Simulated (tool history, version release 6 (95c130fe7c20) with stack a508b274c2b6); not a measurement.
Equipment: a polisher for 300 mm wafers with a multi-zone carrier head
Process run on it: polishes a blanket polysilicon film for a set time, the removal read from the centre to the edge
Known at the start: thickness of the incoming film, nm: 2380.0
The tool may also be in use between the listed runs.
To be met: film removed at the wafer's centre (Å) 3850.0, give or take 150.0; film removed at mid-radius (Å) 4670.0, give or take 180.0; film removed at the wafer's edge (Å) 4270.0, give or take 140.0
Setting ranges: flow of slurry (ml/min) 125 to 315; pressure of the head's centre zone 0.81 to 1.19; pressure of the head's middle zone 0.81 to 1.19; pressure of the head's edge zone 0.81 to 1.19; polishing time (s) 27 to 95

| run | hour | flow of slurry (ml/min) | pressure of the head's centre zone | pressure of the head's middle zone | pressure of the head's edge zone | polishing time (s) | film removed at the wafer's centre (Å) | film removed at mid-radius (Å) | film removed at the wafer's edge (Å) |
|---|---|---|---|---|---|---|---|---|---|
| 1 | 0.0 | 205 | 1.00 | 1.00 | 1.00 | 61 | 5110.3 | 4933.5 | 5091.9 |
| 2 | 2.7 | 205 | 1.00 | 1.00 | 1.00 | 49 | 4169.7 | 3967.4 | 4126.2 |
| 3 | 5.9 | 205 | 1.00 | 1.00 | 0.94 | 49 | 4041.5 | 3995.5 | 3957.0 |
| 4 | 9.5 | 205 | 1.00 | 0.92 | 0.94 | 49 | 4070.1 | 3793.2 | 3967.4 |
| 5 | 15.1 | 210 | 0.98 | 0.96 | 0.94 | 50 | 4052.5 | 3912.5 | 4066.9 |
| 6 | 22.4 | 210 | 0.96 | 1.00 | 0.94 | 51 | 4100.6 | 4134.0 | 4065.1 |
| 7 | 28.5 | 210 | 0.93 | 1.03 | 0.96 | 51 | 3968.3 | 4215.6 | 4170.2 |
| 8 | 29.5 | 210 | 0.92 | 1.05 | 0.96 | 51 | 3954.4 | 4369.0 | 4174.1 |

Pick the move, out of 5, that brings all results within their allowed miss; only one does.
| A | 30.5 | 225 | 0.87 | 1.04 | 1.04 | 50 | ? | ? | ? |
| B | 30.5 | 215 | 0.97 | 1.12 | 0.85 | 53 | ? | ? | ? |
| C | 30.5 | 220 | 0.89 | 1.11 | 0.99 | 52 | ? | ? | ? |
| D | 30.5 | 195 | 1.04 | 0.95 | 0.92 | 49 | ? | ? | ? |
| E | 30.5 | 155 | 0.91 | 1.19 | 0.91 | 52 | ? | ? | ? |

| move | film removed at the wafer's centre (Å) | film removed at mid-radius (Å) | film removed at the wafer's edge (Å) |
|---|---|---|---|
| A | 3634.4 | 4224.3 | 4292.6 |
| B | 4273.8 | 4741.2 | 4160.0 |
| C | 3857.1 | 4631.0 | 4356.3 |
| D | 4171.0 | 3759.8 | 3940.6 |
| E | 3720.4 | 4664.0 | 4040.6 |
A: the biggest miss grows against the last run
B: the furthest-off result lands on target, but another misses its tolerance
C: hits every target within its allowed miss
D: the biggest miss grows against the last run
E: the furthest-off result lands on target, but another misses its tolerance
C meets every target.

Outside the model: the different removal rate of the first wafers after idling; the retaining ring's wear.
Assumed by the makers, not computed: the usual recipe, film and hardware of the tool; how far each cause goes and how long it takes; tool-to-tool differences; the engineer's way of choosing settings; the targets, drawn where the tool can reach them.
